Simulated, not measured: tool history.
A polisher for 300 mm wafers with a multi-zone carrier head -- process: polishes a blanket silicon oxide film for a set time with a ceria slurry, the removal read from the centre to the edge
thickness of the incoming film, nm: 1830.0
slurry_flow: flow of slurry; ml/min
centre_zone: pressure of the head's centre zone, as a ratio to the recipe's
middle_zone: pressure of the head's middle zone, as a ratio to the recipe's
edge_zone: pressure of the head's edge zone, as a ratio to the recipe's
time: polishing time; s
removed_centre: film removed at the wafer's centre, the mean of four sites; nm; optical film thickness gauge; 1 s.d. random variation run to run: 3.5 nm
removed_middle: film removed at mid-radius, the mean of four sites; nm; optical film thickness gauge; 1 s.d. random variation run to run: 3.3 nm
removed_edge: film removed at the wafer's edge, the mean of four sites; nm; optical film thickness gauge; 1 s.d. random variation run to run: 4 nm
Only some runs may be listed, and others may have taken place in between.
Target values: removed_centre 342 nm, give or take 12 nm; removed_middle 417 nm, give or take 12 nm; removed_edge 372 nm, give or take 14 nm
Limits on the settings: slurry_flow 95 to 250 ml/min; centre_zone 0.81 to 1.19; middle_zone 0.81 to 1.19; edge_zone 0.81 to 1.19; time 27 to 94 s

run	hour	slurry_flow	centre_zone	middle_zone	edge_zone	time	removed_centre	removed_middle	removed_edge
1	0	160	1	1	1	60	334.15	331.83	327.86
2	1.3	180	0.98	1.05	1.03	61	337.9	366.14	349.8
3	9.1	195	0.97	1.07	1.03	61	343.1	372.64	355.63
4	17.9	195	1	1.07	1.03	61	350.58	375.17	350.22
5	22	195	1	1.07	1.06	61	353.59	378.55	360.97
6	27.4	200	0.98	1.1	1.06	61	354.8	385.32	359.35
7	35.4	205	0.95	1.13	1.06	61	337.15	394	359.99
8	41	210	0.95	1.14	1.07	61	341.62	404.16	363.53

Which of these 4 next moves meets every target?
A	46.6	195	0.95	1.13	1.13	61	?	?	?
B	46.6	205	1.01	1.12	1.08	59	?	?	?
C	46.6	195	0.94	1.12	1.09	61	?	?	?
D	46.6	195	0.94	1.16	1.09	63	?	?	?

move	removed_centre	removed_middle	removed_edge
A	336.7	394.06	365.4
B	349.33	381.05	347.65
C	333.11	391.11	359.01
D	344.12	416.32	370.58
A: lands further from the targets than the last run did
B: lands further from the targets than the last run did
C: lands further from the targets than the last run did
D: in spec on every target
Answer: D
